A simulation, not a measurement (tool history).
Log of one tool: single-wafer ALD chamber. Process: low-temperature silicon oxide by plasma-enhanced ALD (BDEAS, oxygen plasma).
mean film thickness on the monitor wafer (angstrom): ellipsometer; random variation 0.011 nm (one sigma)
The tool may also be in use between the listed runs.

run	hour	heater temperature setpoint (deg C)	number of ALD cycles (cycles)	mean film thickness on the monitor wafer (angstrom)
1	0	100	42	65.476
2	6.2	92	42	67.6
3	7.3	92	44	71.084
4	12.5	92	38	61.679
5	21.5	96	38	60.341
6	26.5	99	37	58.086
7	33	102	36	56.052

Forecast run 8:
8	41.8	104	35	?

mean film thickness on the monitor wafer (angstrom): 53.784
